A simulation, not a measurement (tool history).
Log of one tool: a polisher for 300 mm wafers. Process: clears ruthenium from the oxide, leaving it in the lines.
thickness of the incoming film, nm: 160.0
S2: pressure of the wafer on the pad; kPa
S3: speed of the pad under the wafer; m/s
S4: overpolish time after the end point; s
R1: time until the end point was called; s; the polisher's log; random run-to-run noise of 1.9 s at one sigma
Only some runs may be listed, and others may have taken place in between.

Run 1, day 0.000: flow of slurry (ml/min) 275, S2 17.9 kPa, S3 1.18 m/s, S4 42 s. Result: R1 105.38 s.
Run 2, day 0.125: flow of slurry (ml/min) 275, S2 15.2 kPa, S3 1.12 m/s, S4 42 s. Result: R1 129.84 s.
Run 3, day 0.504: flow of slurry (ml/min) 275, S2 15.2 kPa, S3 1.12 m/s, S4 45 s. Result: R1 129.73 s.
Run 4, day 0.725: flow of slurry (ml/min) 245, S2 15.2 kPa, S3 1.12 m/s, S4 45 s. Result: R1 130.93 s.
Run 5, day 0.804: flow of slurry (ml/min) 245, S2 13.1 kPa, S3 1.08 m/s, S4 45 s. Result: R1 157.38 s.
Run 6, day 1.100: flow of slurry (ml/min) 240, S2 11.7 kPa, S3 1.08 m/s, S4 45 s. Result: R1 174.34 s.
Run 7, day 1.158: flow of slurry (ml/min) 235, S2 11.0 kPa, S3 1.08 m/s, S4 45 s. Result: R1 186.36 s.
Run 8, day 1.288: flow of slurry (ml/min) 230, S2 10.3 kPa, S3 1.08 m/s, S4 45 s. Result: R1 198.38 s.

Estimate the outcome of run 9 from the log above:
Run 9, day 1.662: flow of slurry (ml/min) 220, S2 10.3 kPa, S3 1.08 m/s, S4 45 s. Result: R1 ?.

R1: 201.29 s

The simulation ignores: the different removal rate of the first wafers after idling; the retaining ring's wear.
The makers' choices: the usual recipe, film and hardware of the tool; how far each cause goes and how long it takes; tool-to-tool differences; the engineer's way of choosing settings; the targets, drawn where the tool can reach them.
